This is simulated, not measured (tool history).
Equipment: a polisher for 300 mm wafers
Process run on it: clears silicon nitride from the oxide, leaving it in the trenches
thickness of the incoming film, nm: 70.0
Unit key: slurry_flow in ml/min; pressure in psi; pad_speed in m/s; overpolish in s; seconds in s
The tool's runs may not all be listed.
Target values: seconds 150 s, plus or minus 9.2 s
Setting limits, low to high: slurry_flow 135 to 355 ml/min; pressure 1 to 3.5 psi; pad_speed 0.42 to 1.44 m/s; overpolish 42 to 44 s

{"run": 1, "day": 0.0, "slurry_flow": 225, "pressure": 2.2, "pad_speed": 0.92, "overpolish": 42, "seconds": 85.6}
{"run": 2, "day": 0.196, "slurry_flow": 225, "pressure": 2.2, "pad_speed": 0.74, "overpolish": 42, "seconds": 107.21}
{"run": 3, "day": 0.346, "slurry_flow": 225, "pressure": 2.2, "pad_speed": 0.74, "overpolish": 44, "seconds": 108.26}
{"run": 4, "day": 0.4, "slurry_flow": 225, "pressure": 2, "pad_speed": 0.74, "overpolish": 44, "seconds": 115.5}
{"run": 5, "day": 0.758, "slurry_flow": 265, "pressure": 2, "pad_speed": 0.74, "overpolish": 44, "seconds": 113.19}
{"run": 6, "day": 1.033, "slurry_flow": 265, "pressure": 1.8, "pad_speed": 0.74, "overpolish": 44, "seconds": 118.83}
{"run": 7, "day": 1.096, "slurry_flow": 265, "pressure": 1.7, "pad_speed": 0.74, "overpolish": 44, "seconds": 124.21}
{"run": 8, "day": 1.162, "slurry_flow": 265, "pressure": 1.6, "pad_speed": 0.74, "overpolish": 44, "seconds": 125.68}
{"run": 9, "day": 1.371, "slurry_flow": 265, "pressure": 1.5, "pad_speed": 0.74, "overpolish": 44, "seconds": 128.58}
{"run": 10, "day": 1.742, "slurry_flow": 265, "pressure": 1.4, "pad_speed": 0.74, "overpolish": 44, "seconds": 134.28}

Consider the 5 candidate settings below. Which is the only one whose results all fall within their allowed miss of target?
{"run": "A", "day": 2.112, "slurry_flow": 280, "pressure": 1.4, "pad_speed": 0.98, "overpolish": 43, "seconds": "?"}
{"run": "B", "day": 2.112, "slurry_flow": 310, "pressure": 1.2, "pad_speed": 0.94, "overpolish": 42, "seconds": "?"}
{"run": "C", "day": 2.112, "slurry_flow": 335, "pressure": 1.2, "pad_speed": 0.84, "overpolish": 42, "seconds": "?"}
{"run": "D", "day": 2.112, "slurry_flow": 275, "pressure": 1, "pad_speed": 0.94, "overpolish": 42, "seconds": "?"}
{"run": "E", "day": 2.112, "slurry_flow": 270, "pressure": 1.3, "pad_speed": 0.68, "overpolish": 42, "seconds": "?"}

move=A seconds=103.53
move=B seconds=114.78
move=C seconds=127.14
move=D seconds=125.52
move=E seconds=153.27
A: the biggest miss grows against the last run
B: the biggest miss grows against the last run
C: the biggest miss grows against the last run
D: the biggest miss grows against the last run
E: meets every target
Answer: E
